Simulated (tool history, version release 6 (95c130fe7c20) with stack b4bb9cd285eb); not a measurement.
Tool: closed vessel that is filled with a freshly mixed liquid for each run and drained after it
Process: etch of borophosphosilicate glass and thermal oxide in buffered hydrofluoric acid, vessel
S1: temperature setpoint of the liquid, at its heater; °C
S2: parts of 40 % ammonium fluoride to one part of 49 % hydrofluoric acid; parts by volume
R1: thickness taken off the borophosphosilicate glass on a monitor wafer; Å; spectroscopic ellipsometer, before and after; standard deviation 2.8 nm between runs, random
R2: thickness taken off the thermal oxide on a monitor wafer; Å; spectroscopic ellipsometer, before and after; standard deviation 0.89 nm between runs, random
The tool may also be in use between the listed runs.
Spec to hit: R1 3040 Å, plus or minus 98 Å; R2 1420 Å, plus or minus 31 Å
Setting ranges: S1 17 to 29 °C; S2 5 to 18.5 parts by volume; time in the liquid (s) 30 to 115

Run 1, hour 0: S1 21 °C, S2 11.5 parts by volume, time in the liquid (s) 60. Result: R1 1084.4 Å, R2 504.6 Å.
Run 2, hour 7.5: S1 22 °C, S2 10.5 parts by volume, time in the liquid (s) 60. Result: R1 1265 Å, R2 596.74 Å.
Run 3, hour 9.5: S1 22 °C, S2 9 parts by volume, time in the liquid (s) 60. Result: R1 1432.6 Å, R2 668.42 Å.
Run 4, hour 11.1: S1 23 °C, S2 8.5 parts by volume, time in the liquid (s) 60. Result: R1 1592.2 Å, R2 748.17 Å.
Run 5, hour 14: S1 23.5 °C, S2 8 parts by volume, time in the liquid (s) 60. Result: R1 1737.5 Å, R2 824.62 Å.
Run 6, hour 18.7: S1 24 °C, S2 7.5 parts by volume, time in the liquid (s) 60. Result: R1 1926.5 Å, R2 899.8 Å.
Run 7, hour 22.7: S1 24.5 °C, S2 7.5 parts by volume, time in the liquid (s) 60. Result: R1 1969.8 Å, R2 922.52 Å.
Run 8, hour 29.9: S1 25 °C, S2 7.5 parts by volume, time in the liquid (s) 60. Result: R1 2027.5 Å, R2 954.13 Å.
Run 9, hour 32.8: S1 25.5 °C, S2 7.5 parts by volume, time in the liquid (s) 60. Result: R1 2129.1 Å, R2 971.8 Å.
Run 10, hour 41.2: S1 26 °C, S2 7 parts by volume, time in the liquid (s) 60. Result: R1 2322.8 Å, R2 1082.5 Å.
Run 11, hour 44.1: S1 26.5 °C, S2 7 parts by volume, time in the liquid (s) 60. Result: R1 2418.5 Å, R2 1098.1 Å.
Run 12, hour 49.6: S1 27.5 °C, S2 6 parts by volume, time in the liquid (s) 60. Result: R1 2935.2 Å, R2 1337.7 Å.
Run 13, hour 54.5: S1 28 °C, S2 5.5 parts by volume, time in the liquid (s) 60. Result: R1 3150.7 Å, R2 1453.3 Å.
Run 14, hour 60.6: S1 28 °C, S2 5.5 parts by volume, time in the liquid (s) 60. Result: R1 3147.1 Å, R2 1461.3 Å.

Which single option among these 4 for the next run brings every result within its allowed miss of target? Just one does.
Run A, hour 66.7: S1 24.5 °C, S2 6.5 parts by volume, time in the liquid (s) 80. Result: R1 ?, R2 ?.
Run B, hour 66.7: S1 28.5 °C, S2 7 parts by volume, time in the liquid (s) 65. Result: R1 ?, R2 ?.
Run C, hour 66.7: S1 27.5 °C, S2 5.5 parts by volume, time in the liquid (s) 55. Result: R1 ?, R2 ?.
Run D, hour 66.7: S1 28 °C, S2 9.5 parts by volume, time in the liquid (s) 90. Result: R1 ?, R2 ?.

move      R1      R2
   A  3074.1  1413.3
   B  2890.6  1334.1
   C  2867.6  1316.8
   D  2862.9  1325.1
A: meets every target
B: takes the biggest miss from the last run beyond its target
C: takes the biggest miss from the last run beyond its target
D: takes the biggest miss from the last run beyond its target
A is the move that brings every result within its allowed miss.
